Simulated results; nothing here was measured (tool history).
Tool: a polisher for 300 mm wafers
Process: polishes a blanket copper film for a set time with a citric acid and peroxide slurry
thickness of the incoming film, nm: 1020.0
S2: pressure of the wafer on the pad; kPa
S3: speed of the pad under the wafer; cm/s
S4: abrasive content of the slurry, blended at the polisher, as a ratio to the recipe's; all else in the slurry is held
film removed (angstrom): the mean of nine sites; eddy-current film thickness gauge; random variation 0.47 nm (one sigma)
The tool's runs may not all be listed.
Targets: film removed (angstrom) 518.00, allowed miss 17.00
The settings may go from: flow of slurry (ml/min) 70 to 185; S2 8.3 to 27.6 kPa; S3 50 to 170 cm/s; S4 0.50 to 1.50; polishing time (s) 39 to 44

run 1 day=0.000 | flow_of_slurry_(ml/min)=120 S2=17.9 S3=110 S4=1.00 polishing_time_(s)=44 | film_removed_(angstrom)=922.79
run 2 day=0.292 | flow_of_slurry_(ml/min)=115 S2=15.9 S3=110 S4=1.00 polishing_time_(s)=44 | film_removed_(angstrom)=815.85
run 3 day=0.396 | flow_of_slurry_(ml/min)=115 S2=15.9 S3=88 S4=1.00 polishing_time_(s)=44 | film_removed_(angstrom)=663.32
run 4 day=0.421 | flow_of_slurry_(ml/min)=115 S2=13.1 S3=88 S4=1.00 polishing_time_(s)=44 | film_removed_(angstrom)=558.57
run 5 day=0.758 | flow_of_slurry_(ml/min)=115 S2=13.1 S3=88 S4=1.00 polishing_time_(s)=39 | film_removed_(angstrom)=497.15
run 6 day=1.092 | flow_of_slurry_(ml/min)=120 S2=13.1 S3=88 S4=1.00 polishing_time_(s)=39 | film_removed_(angstrom)=498.52
-- day=1.250 slurry blender recalibrated
run 7 day=1.250 | flow_of_slurry_(ml/min)=120 S2=13.8 S3=88 S4=1.00 polishing_time_(s)=39 | film_removed_(angstrom)=568.16
run 8 day=1.467 | flow_of_slurry_(ml/min)=115 S2=13.8 S3=88 S4=1.00 polishing_time_(s)=39 | film_removed_(angstrom)=566.03
run 9 day=1.679 | flow_of_slurry_(ml/min)=120 S2=13.8 S3=88 S4=1.00 polishing_time_(s)=39 | film_removed_(angstrom)=567.61

Which of these 5 next moves meets every target?
run A day=1.892 | flow_of_slurry_(ml/min)=100 S2=11.0 S3=88 S4=1.20 polishing_time_(s)=40 | film_removed_(angstrom)=?
run B day=1.892 | flow_of_slurry_(ml/min)=105 S2=13.1 S3=88 S4=0.70 polishing_time_(s)=39 | film_removed_(angstrom)=?
run C day=1.892 | flow_of_slurry_(ml/min)=120 S2=13.1 S3=78 S4=1.00 polishing_time_(s)=39 | film_removed_(angstrom)=?
run D day=1.892 | flow_of_slurry_(ml/min)=130 S2=13.1 S3=86 S4=0.90 polishing_time_(s)=39 | film_removed_(angstrom)=?
run E day=1.892 | flow_of_slurry_(ml/min)=105 S2=12.4 S3=80 S4=1.05 polishing_time_(s)=39 | film_removed_(angstrom)=?

move=A film_removed_(angstrom)=476.33
move=B film_removed_(angstrom)=468.80
move=C film_removed_(angstrom)=476.79
move=D film_removed_(angstrom)=511.19
move=E film_removed_(angstrom)=461.29
A: takes the result that was furthest off past its target
B: takes the result that was furthest off past its target
C: takes the result that was furthest off past its target
D: meets every target
E: takes the result that was furthest off past its target
Move D is the one to make.
